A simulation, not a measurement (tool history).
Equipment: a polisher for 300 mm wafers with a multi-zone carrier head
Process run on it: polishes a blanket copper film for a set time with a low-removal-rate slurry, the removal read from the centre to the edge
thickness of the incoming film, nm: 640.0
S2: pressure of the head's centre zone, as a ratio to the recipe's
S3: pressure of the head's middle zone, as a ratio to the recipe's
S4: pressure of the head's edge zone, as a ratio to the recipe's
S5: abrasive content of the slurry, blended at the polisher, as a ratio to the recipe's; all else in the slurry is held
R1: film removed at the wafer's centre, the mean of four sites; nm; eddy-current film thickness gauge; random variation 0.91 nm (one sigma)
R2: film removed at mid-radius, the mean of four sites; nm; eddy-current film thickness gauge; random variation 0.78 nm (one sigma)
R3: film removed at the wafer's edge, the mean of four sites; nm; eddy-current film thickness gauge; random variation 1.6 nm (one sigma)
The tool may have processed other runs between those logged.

Run 1, day 0.000: flow of slurry (ml/min) 280, S2 1.00, S3 1.00, S4 1.00, S5 1.00, polishing time (s) 70. Result: R1 110.91 nm, R2 122.88 nm, R3 128.88 nm.
Run 2, day 0.092: flow of slurry (ml/min) 335, S2 1.00, S3 1.00, S4 1.00, S5 1.00, polishing time (s) 70. Result: R1 111.94 nm, R2 124.52 nm, R3 126.46 nm.
Run 3, day 0.192: flow of slurry (ml/min) 335, S2 1.00, S3 1.00, S4 1.00, S5 1.00, polishing time (s) 63. Result: R1 100.84 nm, R2 112.36 nm, R3 113.05 nm.
Run 4, day 0.525: flow of slurry (ml/min) 385, S2 1.00, S3 1.00, S4 1.00, S5 1.00, polishing time (s) 63. Result: R1 101.99 nm, R2 114.29 nm, R3 114.64 nm.
Run 5, day 0.612: flow of slurry (ml/min) 385, S2 1.03, S3 0.97, S4 0.98, S5 1.05, polishing time (s) 64. Result: R1 106.90 nm, R2 113.86 nm, R3 117.06 nm.
Run 6, day 0.917: flow of slurry (ml/min) 385, S2 1.11, S3 0.97, S4 0.98, S5 1.05, polishing time (s) 64. Result: R1 116.62 nm, R2 114.17 nm, R3 117.02 nm.

Predict the results of run 7:
Run 7, day 0.954: flow of slurry (ml/min) 385, S2 1.12, S3 0.94, S4 0.95, S5 1.10, polishing time (s) 66. Result: R1 ?, R2 ?, R3 ?.

Run 7 produced R1 122.37 nm, R2 114.96 nm, R3 118.58 nm.
